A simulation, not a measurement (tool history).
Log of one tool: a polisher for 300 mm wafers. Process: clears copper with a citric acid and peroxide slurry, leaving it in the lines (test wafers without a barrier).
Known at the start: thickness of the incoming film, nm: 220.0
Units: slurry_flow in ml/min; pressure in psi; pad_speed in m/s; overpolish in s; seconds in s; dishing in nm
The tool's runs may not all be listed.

Run 1, hour 0: slurry_flow 130 ml/min, pressure 2.5 psi, pad_speed 1.28 m/s, slurry_solids 1, overpolish 11 s. Result: seconds 102.45 s, dishing 18.779 nm.
Run 2, hour 7.5: slurry_flow 130 ml/min, pressure 2.5 psi, pad_speed 1.28 m/s, slurry_solids 0.9, overpolish 11 s. Result: seconds 103.34 s, dishing 18.866 nm.
Run 3, hour 9.7: slurry_flow 130 ml/min, pressure 3 psi, pad_speed 1.28 m/s, slurry_solids 0.9, overpolish 11 s. Result: seconds 86.931 s, dishing 21.361 nm.
Run 4, hour 13.8: slurry_flow 125 ml/min, pressure 2.7 psi, pad_speed 1.28 m/s, slurry_solids 0.9, overpolish 11 s. Result: seconds 97.566 s, dishing 18.971 nm.
Run 5, hour 21.7: slurry_flow 125 ml/min, pressure 2.7 psi, pad_speed 1.06 m/s, slurry_solids 0.9, overpolish 11 s. Result: seconds 112.34 s, dishing 17.843 nm.
Run 6, hour 27.2: slurry_flow 120 ml/min, pressure 2.6 psi, pad_speed 1.06 m/s, slurry_solids 0.9, overpolish 11 s. Result: seconds 116.75 s, dishing 16.547 nm.
Run 7, hour 34: slurry_flow 95 ml/min, pressure 2.3 psi, pad_speed 1.04 m/s, slurry_solids 0.9, overpolish 13 s. Result: seconds 141.83 s, dishing 16.066 nm.

Forecast run 8:
Run 8, hour 35.9: slurry_flow 100 ml/min, pressure 2.3 psi, pad_speed 1.04 m/s, slurry_solids 0.9, overpolish 13 s. Result: seconds ?, dishing ?.

seconds: 139.46 s
dishing: 16.232 nm
